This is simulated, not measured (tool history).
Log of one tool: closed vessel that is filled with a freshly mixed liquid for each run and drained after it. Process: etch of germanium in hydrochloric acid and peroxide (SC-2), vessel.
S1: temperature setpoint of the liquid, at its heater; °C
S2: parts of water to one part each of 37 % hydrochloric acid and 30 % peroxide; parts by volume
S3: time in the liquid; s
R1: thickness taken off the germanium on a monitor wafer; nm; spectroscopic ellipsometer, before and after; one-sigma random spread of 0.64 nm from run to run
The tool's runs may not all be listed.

run,hour,S1,S2,S3,R1
1,0,61,9,30,109.69
2,9,58.5,9,30,102.14
3,15.1,56.5,9,30,95.182
4,21.4,56.5,9,30,96.026
5,28.2,55,9,30,91.532
6,30.4,54,9,30,88.593

Forecast run 7:
7,32,53.5,9,30,?

R1: 85.79 nm

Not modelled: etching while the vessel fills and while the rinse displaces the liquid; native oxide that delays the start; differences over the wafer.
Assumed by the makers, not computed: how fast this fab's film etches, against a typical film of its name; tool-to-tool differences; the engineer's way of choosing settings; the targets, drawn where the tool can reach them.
